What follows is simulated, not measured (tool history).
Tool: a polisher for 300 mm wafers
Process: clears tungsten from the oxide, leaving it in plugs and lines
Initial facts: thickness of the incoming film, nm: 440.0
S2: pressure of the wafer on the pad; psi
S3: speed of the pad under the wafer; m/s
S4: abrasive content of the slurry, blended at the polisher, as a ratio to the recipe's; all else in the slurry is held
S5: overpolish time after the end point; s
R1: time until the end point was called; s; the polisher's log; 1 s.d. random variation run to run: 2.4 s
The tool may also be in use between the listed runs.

Run 1, day 0.000: flow of slurry (ml/min) 155, S2 4.8 psi, S3 1.12 m/s, S4 1.0, S5 28 s. Result: R1 69.935 s.
Run 2, day 0.175: flow of slurry (ml/min) 140, S2 4.8 psi, S3 1.12 m/s, S4 1.0, S5 28 s. Result: R1 68.528 s.
Run 3, day 0.367: flow of slurry (ml/min) 140, S2 4.8 psi, S3 0.86 m/s, S4 1.0, S5 28 s. Result: R1 89.331 s.
Run 4, day 0.650: flow of slurry (ml/min) 140, S2 4.8 psi, S3 0.86 m/s, S4 1.0, S5 30 s. Result: R1 88.828 s.
Run 5, day 0.729: flow of slurry (ml/min) 140, S2 4.4 psi, S3 0.84 m/s, S4 1.0, S5 30 s. Result: R1 97.324 s.
Run 6, day 0.925: flow of slurry (ml/min) 160, S2 4.4 psi, S3 0.84 m/s, S4 1.0, S5 30 s. Result: R1 98.513 s.
Run 7, day 1.021: flow of slurry (ml/min) 160, S2 4.1 psi, S3 0.84 m/s, S4 1.0, S5 30 s. Result: R1 99.246 s.
Run 8, day 1.192: flow of slurry (ml/min) 160, S2 4.1 psi, S3 0.84 m/s, S4 1.0, S5 30 s. Result: R1 100.740 s.

Run 9, settings as shown, results not yet in. Your forecast:
Run 9, day 1.333: flow of slurry (ml/min) 160, S2 3.8 psi, S3 0.82 m/s, S4 1.0, S5 30 s. Result: R1 ?.

Run 9 produced R1 105.380 s.

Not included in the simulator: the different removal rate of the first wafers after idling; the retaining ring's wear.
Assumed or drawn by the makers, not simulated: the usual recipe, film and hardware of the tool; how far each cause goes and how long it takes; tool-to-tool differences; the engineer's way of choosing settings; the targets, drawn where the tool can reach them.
